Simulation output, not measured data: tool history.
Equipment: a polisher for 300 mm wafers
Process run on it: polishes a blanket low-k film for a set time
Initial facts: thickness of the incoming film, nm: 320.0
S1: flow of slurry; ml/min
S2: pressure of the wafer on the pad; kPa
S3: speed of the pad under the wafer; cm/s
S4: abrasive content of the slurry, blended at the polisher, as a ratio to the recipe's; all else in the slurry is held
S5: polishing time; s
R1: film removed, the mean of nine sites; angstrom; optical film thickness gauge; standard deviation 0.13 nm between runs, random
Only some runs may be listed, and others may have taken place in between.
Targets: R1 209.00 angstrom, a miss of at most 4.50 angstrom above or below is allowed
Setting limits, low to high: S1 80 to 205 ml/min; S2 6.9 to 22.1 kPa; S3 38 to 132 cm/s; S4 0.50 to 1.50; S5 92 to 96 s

run	hour	S1	S2	S3	S4	S5	R1
1	0.0	135	14.5	84	1.00	92	340.71
2	1.7	135	16.5	84	1.00	92	386.20
3	6.8	125	13.8	84	1.00	92	318.35
4	9.1	125	13.8	98	1.00	92	358.47
5	10.6	125	13.8	98	1.00	92	358.13
6	17.0	125	13.8	88	1.00	92	327.60
7	20.0	115	12.4	88	1.00	92	292.23
8	25.7	105	11.0	88	1.00	92	257.35

Below are 4 possible settings for the next run. Only one of them brings all results inside the allowed miss of their targets. Which is it?
A	31.4	100	12.4	94	0.85	92	?
B	31.4	100	10.3	82	0.95	92	?
C	31.4	80	9.7	86	0.95	96	?
D	31.4	105	9.0	80	1.05	92	?

move	R1
A	278.91
B	219.81
C	209.96
D	198.02
A: its largest miss is bigger than the last run's
B: closes in on the targets versus the last run, not all within tolerance yet
C: each result inside its tolerance
D: pushes the last run's worst result past its target
Correct choice: C, which meets every target
